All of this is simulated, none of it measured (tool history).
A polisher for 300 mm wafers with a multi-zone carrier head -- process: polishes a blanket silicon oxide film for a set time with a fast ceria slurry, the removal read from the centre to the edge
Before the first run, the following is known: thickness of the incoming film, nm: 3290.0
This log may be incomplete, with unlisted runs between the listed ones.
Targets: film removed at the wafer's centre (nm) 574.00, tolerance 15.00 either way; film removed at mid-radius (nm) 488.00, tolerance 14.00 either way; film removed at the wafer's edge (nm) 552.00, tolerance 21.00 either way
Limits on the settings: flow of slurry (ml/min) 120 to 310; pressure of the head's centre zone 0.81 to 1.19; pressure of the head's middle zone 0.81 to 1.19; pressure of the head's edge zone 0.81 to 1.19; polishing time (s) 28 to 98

run,day,flow of slurry (ml/min),pressure of the head's centre zone,pressure of the head's middle zone,pressure of the head's edge zone,polishing time (s),film removed at the wafer's centre (nm),film removed at mid-radius (nm),film removed at the wafer's edge (nm)
1,0.000,200,1.00,1.00,1.00,63,860.99,873.33,880.06
2,0.283,200,0.94,1.00,1.00,63,816.34,866.12,868.03
3,0.579,200,0.91,1.00,1.00,63,802.37,875.89,870.43
4,0.721,200,0.91,0.95,1.00,63,806.61,817.73,865.95
5,0.750,200,0.91,1.01,1.00,63,799.12,881.65,888.45
6,0.971,185,0.91,0.95,0.97,57,716.54,757.65,774.61
7,1.325,195,0.94,0.91,0.97,50,649.38,633.90,691.10
8,1.554,200,0.96,0.88,0.94,47,624.03,590.88,639.06
9,1.612,195,0.98,0.86,0.93,45,604.72,549.42,600.17

5 candidate next runs follow, results not yet known. Just one meets every target within its allowed miss. Identify it.
A,1.671,225,0.97,0.96,0.84,44,?,?,?
B,1.671,205,0.93,0.90,1.00,46,?,?,?
C,1.671,190,1.02,0.85,0.95,41,?,?,?
D,1.671,175,0.98,1.04,0.81,44,?,?,?
E,1.671,180,0.92,0.87,0.94,47,?,?,?

move,film removed at the wafer's centre (nm),film removed at mid-radius (nm),film removed at the wafer's edge (nm)
A,607.77,602.83,571.00
B,601.55,590.58,638.03
C,580.58,497.09,552.24
D,592.07,623.87,548.55
E,596.22,576.77,626.54
A: further off than the last run
B: further off than the last run
C: every result within its allowed miss
D: further off than the last run
E: further off than the last run
C meets every target.

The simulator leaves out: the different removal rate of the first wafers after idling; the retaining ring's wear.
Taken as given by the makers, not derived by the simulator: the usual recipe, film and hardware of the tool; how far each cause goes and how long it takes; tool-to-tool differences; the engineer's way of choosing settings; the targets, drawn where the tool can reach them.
